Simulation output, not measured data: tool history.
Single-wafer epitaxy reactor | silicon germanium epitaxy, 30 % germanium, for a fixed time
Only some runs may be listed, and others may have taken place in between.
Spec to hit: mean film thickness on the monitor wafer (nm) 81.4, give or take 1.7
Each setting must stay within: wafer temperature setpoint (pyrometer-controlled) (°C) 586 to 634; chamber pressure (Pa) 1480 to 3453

run,hour,wafer temperature setpoint (pyrometer-controlled) (°C),chamber pressure (Pa),mean film thickness on the monitor wafer (nm)
1,0,610,2466,62.891
2,3.6,618,2466,74.14
3,11.2,618,2266,70.059
4,17.7,618,2106,67.382
5,22.9,610,2106,57.364
6,24.7,613,2106,61.071
7,32.3,616,2106,64.601
8,34,618,2106,67.647
9,37.6,620,2106,69.943
10,43.2,621,2106,71.627

Exactly one of the 5 candidate moves below puts every result within its allowed miss. Which one?
A,48.8,627,2466,?
B,48.8,615,2240,?
C,48.8,626,2186,?
D,48.8,623,1747,?
E,48.8,623,1733,?

move,mean film thickness on the monitor wafer (nm)
A,89.226
B,66.312
C,81.206
D,65.525
E,65.145
A: carries the result that was furthest off beyond its target, to the other side
B: moves away from the targets compared with the last run
C: in spec on every target
D: moves away from the targets compared with the last run
E: moves away from the targets compared with the last run
Answer: C

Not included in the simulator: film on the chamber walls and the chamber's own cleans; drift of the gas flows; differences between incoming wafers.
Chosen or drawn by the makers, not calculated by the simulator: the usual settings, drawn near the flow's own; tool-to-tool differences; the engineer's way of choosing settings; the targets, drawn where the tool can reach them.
